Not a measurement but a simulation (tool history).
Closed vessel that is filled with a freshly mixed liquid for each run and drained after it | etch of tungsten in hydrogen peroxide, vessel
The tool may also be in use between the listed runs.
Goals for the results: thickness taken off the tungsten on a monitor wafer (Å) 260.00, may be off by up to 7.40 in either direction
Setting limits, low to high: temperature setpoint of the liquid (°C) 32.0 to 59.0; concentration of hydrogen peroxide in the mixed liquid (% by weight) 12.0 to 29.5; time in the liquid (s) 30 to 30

| run | hour | temperature setpoint of the liquid (°C) | concentration of hydrogen peroxide in the mixed liquid (% by weight) | time in the liquid (s) | thickness taken off the tungsten on a monitor wafer (Å) |
|---|---|---|---|---|---|
| 1 | 0.0 | 43.0 | 20.0 | 30 | 149.46 |
| 2 | 9.2 | 43.0 | 20.0 | 30 | 149.91 |
| 3 | 13.7 | 44.5 | 20.0 | 30 | 165.94 |
| 4 | 16.3 | 45.5 | 20.0 | 30 | 175.30 |
| 5 | 18.8 | 45.5 | 20.0 | 30 | 174.42 |
| 6 | 27.1 | 46.5 | 20.0 | 30 | 187.81 |
| 7 | 30.2 | 47.5 | 20.0 | 30 | 200.38 |
| 8 | 31.2 | 52.5 | 20.0 | 30 | 269.24 |
| 9 | 40.0 | 52.5 | 20.0 | 30 | 270.20 |

Exercise: of the 5 proposed moves below, exactly one satisfies all targets within the stated allowed misses. Which move is it?
| A | 48.8 | 53.0 | 21.0 | 30 | ? |
| B | 48.8 | 54.0 | 14.0 | 30 | ? |
| C | 48.8 | 51.5 | 19.0 | 30 | ? |
| D | 48.8 | 53.5 | 19.5 | 30 | ? |
| E | 48.8 | 52.0 | 20.0 | 30 | ? |

| move | thickness taken off the tungsten on a monitor wafer (Å) |
|---|---|
| A | 285.47 |
| B | 247.45 |
| C | 248.06 |
| D | 283.45 |
| E | 262.32 |
A: its largest miss is bigger than the last run's
B: takes the result that was furthest off past its target
C: takes the result that was furthest off past its target
D: its largest miss is bigger than the last run's
E: all results in spec
Answer: E

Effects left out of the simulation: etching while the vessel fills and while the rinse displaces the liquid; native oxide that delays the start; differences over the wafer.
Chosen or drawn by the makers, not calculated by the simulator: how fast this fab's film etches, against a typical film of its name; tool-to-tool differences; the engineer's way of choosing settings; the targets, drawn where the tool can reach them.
